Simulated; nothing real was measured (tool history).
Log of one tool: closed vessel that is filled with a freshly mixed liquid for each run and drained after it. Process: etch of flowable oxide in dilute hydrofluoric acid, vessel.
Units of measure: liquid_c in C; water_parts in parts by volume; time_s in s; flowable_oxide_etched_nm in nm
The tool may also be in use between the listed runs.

{"run": 1, "hour": 0.0, "liquid_c": 23, "water_parts": 275, "time_s": 55, "flowable_oxide_etched_nm": 3.7149}
{"run": 2, "hour": 7.4, "liquid_c": 23, "water_parts": 235, "time_s": 55, "flowable_oxide_etched_nm": 4.5436}
{"run": 3, "hour": 9.0, "liquid_c": 23, "water_parts": 235, "time_s": 45, "flowable_oxide_etched_nm": 3.7269}
{"run": 4, "hour": 11.3, "liquid_c": 24.5, "water_parts": 200, "time_s": 45, "flowable_oxide_etched_nm": 4.7816}
{"run": 5, "hour": 13.3, "liquid_c": 25.5, "water_parts": 170, "time_s": 45, "flowable_oxide_etched_nm": 6.0205}
{"run": 6, "hour": 15.9, "liquid_c": 23.5, "water_parts": 170, "time_s": 45, "flowable_oxide_etched_nm": 5.5753}
{"run": 7, "hour": 24.3, "liquid_c": 25, "water_parts": 150, "time_s": 45, "flowable_oxide_etched_nm": 6.8315}
{"run": 8, "hour": 28.9, "liquid_c": 26, "water_parts": 140, "time_s": 45, "flowable_oxide_etched_nm": 7.8034}
{"run": 9, "hour": 36.8, "liquid_c": 27, "water_parts": 135, "time_s": 45, "flowable_oxide_etched_nm": 8.36}
{"run": 10, "hour": 43.3, "liquid_c": 31, "water_parts": 90, "time_s": 45, "flowable_oxide_etched_nm": 15.465}
{"run": 11, "hour": 47.4, "liquid_c": 30.5, "water_parts": 90, "time_s": 45, "flowable_oxide_etched_nm": 15.14}
{"run": 12, "hour": 49.8, "liquid_c": 30, "water_parts": 90, "time_s": 45, "flowable_oxide_etched_nm": 14.687}

Predict the results of run 13:
{"run": 13, "hour": 55.9, "liquid_c": 29.5, "water_parts": 90, "time_s": 45, "flowable_oxide_etched_nm": "?"}

flowable_oxide_etched_nm: 14.743 nm
